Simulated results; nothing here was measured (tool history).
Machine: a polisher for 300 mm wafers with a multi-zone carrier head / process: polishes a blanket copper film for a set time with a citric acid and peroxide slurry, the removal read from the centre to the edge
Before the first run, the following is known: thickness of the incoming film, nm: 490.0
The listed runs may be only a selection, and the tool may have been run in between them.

run  hour  flow of slurry (ml/min)  pressure of the head's centre zone  pressure of the head's middle zone  pressure of the head's edge zone  abrasive content of the slurry  polishing time (s)  film removed at the wafer's centre (nm)  film removed at mid-radius (nm)  film removed at the wafer's edge (nm)
  1     0                      315                                   1                                   1                                 1                               1                  30                                   45.927                           44.802                                 44.912
  2   0.7                      315                                1.01                                1.02                                 1                            1.05                  30                                   46.259                           47.296                                 46.162
  3   2.9                      315                                1.03                                1.03                                 1                             1.1                  30                                   47.198                           48.507                                 45.591
  4   3.5                      315                                1.04                                1.03                              1.01                            1.15                  30                                   47.809                           47.412                                 46.042
  5  11.9                      315                                1.04                                1.03                              1.05                            1.15                  30                                   47.465                           47.291                                 46.882
  6  15.5                      315                                1.04                                1.03                              1.05                            1.15                  24                                   38.456                           38.258                                 38.845
  7  23.3                      315                                1.05                                1.04                              1.05                             1.2                  25                                   41.385                            40.47                                 40.272
  8  27.5                      315                                1.05                                1.04                              1.05                             1.2                  25                                   41.089                           39.068                                 40.478
  9  35.6                      315                                1.05                                1.05                              1.05                             1.2                  26                                   42.259                           42.124                                 41.721
 10  42.7                      315                                1.06                                1.06                              1.05                            1.25                  27                                   44.753                            44.54                                 43.553
 11  44.4                      315                                1.07                                1.07                              1.05                             1.3                  28                                   47.382                           46.255                                 44.779
 12  45.6                      315                                1.07                                1.08                              1.05                             1.3                  29                                   48.641                           48.472                                 46.513
 13  49.5                      315                                1.07                                1.09                              1.05                             1.3                  29                                   50.011                           50.025                                 47.051
 14  57.8                      315                                1.07                                 1.1                              1.06                             1.3                  29                                    48.82                           49.535                                 46.752
 15  58.8                      315                                1.07                                1.11                              1.06                             1.3                  29                                   48.596                           49.453                                 47.127
 16  65.2                      315                                1.07                                1.12                              1.06                             1.3                  29                                   48.047                           50.095                                 47.364

Estimate the outcome of run 17 from the log above:
 17  65.9                      315                                1.07                                1.12                              1.06                             1.3                  29                                        ?                                ?                                      ?

film removed at the wafer's centre (nm): 48.889
film removed at mid-radius (nm): 49.564
film removed at the wafer's edge (nm): 47.026
